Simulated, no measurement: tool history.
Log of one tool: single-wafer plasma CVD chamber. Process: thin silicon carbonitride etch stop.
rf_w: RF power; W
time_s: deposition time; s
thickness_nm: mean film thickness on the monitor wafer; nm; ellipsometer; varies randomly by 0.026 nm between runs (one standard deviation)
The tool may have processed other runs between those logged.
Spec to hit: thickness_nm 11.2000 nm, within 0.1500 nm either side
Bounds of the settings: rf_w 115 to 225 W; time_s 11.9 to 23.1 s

run	day	rf_w	time_s	thickness_nm
1	0.000	170	17.5	8.6772
2	0.258	175	18.0	9.0316
3	0.446	180	18.4	9.3499
4	0.758	200	18.4	9.7222
5	0.958	200	17.0	8.9695
6	1.171	200	18.9	9.9765
7	1.221	205	19.1	10.1520
8	1.288	210	19.3	10.4080
9	1.454	210	19.4	10.4040

Which one of the following 5 next-run settings gets every result inside its allowed miss? There is exactly one.
A	1.621	200	18.1	?
B	1.621	210	20.8	?
C	1.621	210	18.2	?
D	1.621	215	21.9	?
E	1.621	210	21.9	?

move	thickness_nm
A	9.5568
B	11.1760
C	9.7793
D	11.8670
E	11.7670
A: its largest miss is bigger than the last run's
B: every result lands within tolerance
C: its largest miss is bigger than the last run's
D: takes the result that was furthest off past its target
E: takes the result that was furthest off past its target
The move that meets every target is B.
